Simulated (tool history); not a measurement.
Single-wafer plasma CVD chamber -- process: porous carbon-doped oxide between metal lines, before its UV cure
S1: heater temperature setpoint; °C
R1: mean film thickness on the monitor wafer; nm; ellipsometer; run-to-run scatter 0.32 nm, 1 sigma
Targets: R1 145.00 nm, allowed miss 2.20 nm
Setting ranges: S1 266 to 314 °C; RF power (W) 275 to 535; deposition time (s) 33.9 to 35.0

{"run": 1, "day": 0.0, "S1": 290, "RF power (W)": 405, "deposition time (s)": 33.9, "R1": 171.38}
{"run": 2, "day": 0.029, "S1": 296, "RF power (W)": 400, "deposition time (s)": 33.9, "R1": 164.32}
{"run": 3, "day": 0.154, "S1": 300, "RF power (W)": 395, "deposition time (s)": 33.9, "R1": 158.82}
{"run": 4, "day": 0.521, "S1": 300, "RF power (W)": 395, "deposition time (s)": 33.9, "R1": 158.77}
{"run": 5, "day": 0.612, "S1": 303, "RF power (W)": 390, "deposition time (s)": 33.9, "R1": 154.09}
{"run": 6, "day": 0.846, "S1": 303, "RF power (W)": 390, "deposition time (s)": 33.9, "R1": 154.57}
{"run": 7, "day": 0.883, "S1": 306, "RF power (W)": 390, "deposition time (s)": 33.9, "R1": 151.74}
{"run": 8, "day": 0.925, "S1": 308, "RF power (W)": 390, "deposition time (s)": 33.9, "R1": 149.5}
{"run": 9, "day": 1.112, "S1": 309, "RF power (W)": 390, "deposition time (s)": 33.9, "R1": 149.45}
{"run": 10, "day": 1.258, "S1": 310, "RF power (W)": 390, "deposition time (s)": 33.9, "R1": 148.59}
{"run": 11, "day": 1.621, "S1": 311, "RF power (W)": 390, "deposition time (s)": 33.9, "R1": 147.31}

4 candidate next runs follow, results not yet known. Just one meets every target within its allowed miss. Identify it.
{"run": "A", "day": 1.983, "S1": 314, "RF power (W)": 405, "deposition time (s)": 33.9, "R1": "?"}
{"run": "B", "day": 1.983, "S1": 312, "RF power (W)": 400, "deposition time (s)": 33.9, "R1": "?"}
{"run": "C", "day": 1.983, "S1": 313, "RF power (W)": 380, "deposition time (s)": 34.6, "R1": "?"}
{"run": "D", "day": 1.983, "S1": 313, "RF power (W)": 395, "deposition time (s)": 34.2, "R1": "?"}

move=A R1=149.90
move=B R1=149.79
move=C R1=145.00
move=D R1=148.59
A: further off than the last run
B: further off than the last run
C: all results land within tolerance of their targets
D: further off than the last run
So the answer is move C, the one that meets all the targets.

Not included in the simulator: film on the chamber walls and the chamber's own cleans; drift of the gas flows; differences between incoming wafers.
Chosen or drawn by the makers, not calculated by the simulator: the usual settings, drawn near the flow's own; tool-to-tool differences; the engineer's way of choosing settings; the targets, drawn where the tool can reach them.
